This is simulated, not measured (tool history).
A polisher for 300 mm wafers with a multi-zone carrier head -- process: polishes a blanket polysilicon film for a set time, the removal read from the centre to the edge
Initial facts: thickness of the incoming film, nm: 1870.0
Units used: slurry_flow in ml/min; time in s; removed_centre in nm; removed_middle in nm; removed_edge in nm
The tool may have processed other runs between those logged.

| run | hour | slurry_flow | centre_zone | middle_zone | edge_zone | time | removed_centre | removed_middle | removed_edge |
|---|---|---|---|---|---|---|---|---|---|
| 1 | 0 | 200 | 1 | 1 | 1 | 62 | 399.76 | 396.03 | 397.15 |
| 2 | 3.3 | 200 | 1 | 0.96 | 1 | 62 | 399.13 | 379.5 | 400.44 |
| 3 | 4.1 | 200 | 1 | 0.96 | 1.06 | 62 | 397.32 | 381.16 | 404.71 |
| 4 | 9 | 200 | 1.03 | 0.96 | 1.06 | 62 | 410.22 | 388.05 | 410.39 |
| 5 | 15 | 200 | 1.03 | 1.02 | 1.06 | 62 | 413.44 | 401.44 | 406.17 |
| 6 | 21.2 | 200 | 1.03 | 0.97 | 1.06 | 62 | 410.55 | 389.48 | 404.58 |
| 7 | 27 | 195 | 1.01 | 0.96 | 1.04 | 58 | 375.12 | 359.03 | 372.56 |
| 8 | 30.4 | 190 | 0.99 | 0.94 | 1.05 | 55 | 346.28 | 334.21 | 351.52 |
| 9 | 31.9 | 185 | 0.98 | 0.92 | 1.05 | 52 | 323.56 | 312.88 | 332.63 |
| 10 | 36.1 | 180 | 0.97 | 0.91 | 1.05 | 50 | 309.24 | 294.84 | 315.56 |
| 11 | 36.8 | 175 | 0.95 | 0.9 | 1.05 | 48 | 286.6 | 284.17 | 301.78 |

Run 12, settings as shown, results not yet in. Your forecast:
| 12 | 41.7 | 175 | 0.94 | 0.89 | 1.06 | 46 | ? | ? | ? |

Run 12 came out at removed_centre 273.22 nm, removed_middle 264.69 nm, removed_edge 302.17 nm.
